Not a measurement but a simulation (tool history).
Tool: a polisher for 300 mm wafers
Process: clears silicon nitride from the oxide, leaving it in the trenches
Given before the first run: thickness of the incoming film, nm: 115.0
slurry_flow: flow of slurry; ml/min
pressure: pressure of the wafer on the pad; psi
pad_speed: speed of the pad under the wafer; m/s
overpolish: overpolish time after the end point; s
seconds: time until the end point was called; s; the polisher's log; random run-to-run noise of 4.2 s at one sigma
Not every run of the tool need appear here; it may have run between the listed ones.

run,hour,slurry_flow,pressure,pad_speed,overpolish,seconds
1,0,270,1.9,1.28,40,126
2,7.5,270,2.2,1.28,40,110.17
3,9.5,230,2.2,1.28,40,113.31
4,15.2,230,2.2,1.06,40,128.87
5,23.1,230,2.2,1.06,40,130.35
6,30.7,230,2.2,0.78,40,155.05
7,37.9,220,1.9,0.74,40,187.65
8,39.3,220,1.7,0.7,40,219.5
9,44.1,220,1.5,0.7,40,247.2

Run 10 comes next. What will it give?
10,52.5,220,1.4,0.7,40,?

seconds: 262.73 s
